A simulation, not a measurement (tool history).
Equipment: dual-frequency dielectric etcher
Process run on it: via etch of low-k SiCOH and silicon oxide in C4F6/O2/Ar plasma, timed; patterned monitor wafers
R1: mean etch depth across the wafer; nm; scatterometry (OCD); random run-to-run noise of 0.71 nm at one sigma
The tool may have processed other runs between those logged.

run 1 day=0 | source_power_(W)=310 bias_power_(W)=160 etch_time_(s)=61.5 | R1=151.44
run 2 day=0.217 | source_power_(W)=310 bias_power_(W)=160 etch_time_(s)=56.5 | R1=138.78
run 3 day=0.388 | source_power_(W)=330 bias_power_(W)=160 etch_time_(s)=56.5 | R1=144.02
run 4 day=0.442 | source_power_(W)=330 bias_power_(W)=160 etch_time_(s)=56.5 | R1=143.9
-- day=0.667 wet clean of the chamber
run 5 day=0.667 | source_power_(W)=370 bias_power_(W)=160 etch_time_(s)=56.5 | R1=145.64
run 6 day=1.025 | source_power_(W)=370 bias_power_(W)=160 etch_time_(s)=61.5 | R1=160.1
run 7 day=1.338 | source_power_(W)=340 bias_power_(W)=147 etch_time_(s)=61 | R1=148.1
run 8 day=1.371 | source_power_(W)=310 bias_power_(W)=139 etch_time_(s)=61 | R1=139.46
run 9 day=1.508 | source_power_(W)=290 bias_power_(W)=136 etch_time_(s)=61 | R1=135.5

Predict the results of run 10:
run 10 day=1.804 | source_power_(W)=230 bias_power_(W)=125 etch_time_(s)=60.5 | R1=?

Run 10 measured R1 115.12 nm.
